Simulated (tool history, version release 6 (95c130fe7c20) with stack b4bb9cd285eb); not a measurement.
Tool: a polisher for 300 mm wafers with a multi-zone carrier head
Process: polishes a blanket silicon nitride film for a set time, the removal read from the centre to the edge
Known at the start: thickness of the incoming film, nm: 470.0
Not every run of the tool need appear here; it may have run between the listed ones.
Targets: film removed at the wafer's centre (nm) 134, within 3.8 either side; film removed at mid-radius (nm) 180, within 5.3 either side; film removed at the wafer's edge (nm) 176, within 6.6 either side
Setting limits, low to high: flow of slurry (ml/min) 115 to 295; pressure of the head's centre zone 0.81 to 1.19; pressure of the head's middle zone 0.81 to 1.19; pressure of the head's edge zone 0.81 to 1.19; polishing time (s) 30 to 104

run,hour,flow of slurry (ml/min),pressure of the head's centre zone,pressure of the head's middle zone,pressure of the head's edge zone,polishing time (s),film removed at the wafer's centre (nm),film removed at mid-radius (nm),film removed at the wafer's edge (nm)
1,0,190,1,1,1,67,115.9,114.1,119.21
2,2.9,190,1,0.92,1,67,114.78,106.62,120.02
3,4.3,190,1,0.95,1,67,115.59,109.85,118.41
4,8.9,200,0.96,1,1.04,72,121.32,123.42,128.43
5,11.3,180,0.92,1.03,1.08,77,121.87,133.91,143.35
6,18.7,180,0.9,1.07,1.1,80,122.69,142.67,146.64
7,26.5,230,0.81,1.14,1.19,94,135.49,182.08,185.04
8,28.5,230,0.81,1.14,1.18,94,136.09,182.18,182.92

Exactly one of the 5 candidate moves below puts every result within its allowed miss. Which one?
A,30.5,230,0.88,1.13,1.12,93,?,?,?
B,30.5,225,0.81,1.03,1.19,99,?,?,?
C,30.5,295,0.82,1.14,1.16,89,?,?,?
D,30.5,225,0.92,1.19,1.1,88,?,?,?
E,30.5,245,0.93,1.15,1.09,85,?,?,?

move,film removed at the wafer's centre (nm),film removed at mid-radius (nm),film removed at the wafer's edge (nm)
A,145.69,183.97,181.41
B,142.07,180.46,198.6
C,134.08,182.68,180.41
D,143.76,181.46,169.71
E,142.08,172.07,164.69
A: corrects the largest miss of the last run, while another result sits out of spec
B: its largest miss is bigger than the last run's
C: meets every target
D: corrects the largest miss of the last run, while another result sits out of spec
E: pushes the last run's worst result past its target
Correct choice: C, which meets every target
